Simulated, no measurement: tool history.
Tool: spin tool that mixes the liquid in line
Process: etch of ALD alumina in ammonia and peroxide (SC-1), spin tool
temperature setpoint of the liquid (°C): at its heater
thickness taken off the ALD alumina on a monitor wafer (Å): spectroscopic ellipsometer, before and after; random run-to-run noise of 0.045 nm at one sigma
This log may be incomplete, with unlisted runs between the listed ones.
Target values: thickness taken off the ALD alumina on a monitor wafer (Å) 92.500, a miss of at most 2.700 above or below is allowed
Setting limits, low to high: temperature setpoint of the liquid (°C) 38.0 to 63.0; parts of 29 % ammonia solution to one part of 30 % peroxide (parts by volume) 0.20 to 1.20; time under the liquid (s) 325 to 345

run	hour	temperature setpoint of the liquid (°C)	parts of 29 % ammonia solution to one part of 30 % peroxide (parts by volume)	time under the liquid (s)	thickness taken off the ALD alumina on a monitor wafer (Å)
1	0.0	47.0	0.70	325	140.920
2	5.5	46.0	0.70	325	134.120
3	11.5	45.0	0.70	325	126.320
4	18.8	44.5	0.70	325	123.840
5	25.1	44.0	0.70	325	119.120
6	33.2	44.0	0.45	325	114.240
7	33.7	43.5	0.45	325	111.170
8	38.0	43.0	0.45	325	107.470
9	46.7	43.0	0.45	325	108.470
10	52.4	42.5	0.45	325	105.410
11	54.0	42.0	0.45	325	101.320

Below are 4 possible settings for the next run. Only one of them brings all results inside the allowed miss of their targets. Which is it?
A	55.6	42.0	0.55	345	?
B	55.6	40.5	0.20	345	?
C	55.6	40.0	0.50	345	?
D	55.6	39.0	0.50	325	?

move	thickness taken off the ALD alumina on a monitor wafer (Å)
A	110.400
B	91.796
C	97.303
D	86.391
A: moves away from the targets compared with the last run
B: in spec on every target
C: moves toward the targets from the last run without getting all of them in spec
D: the result that was furthest off in the last run now lies on the other side of its target
Move B is the one to make.
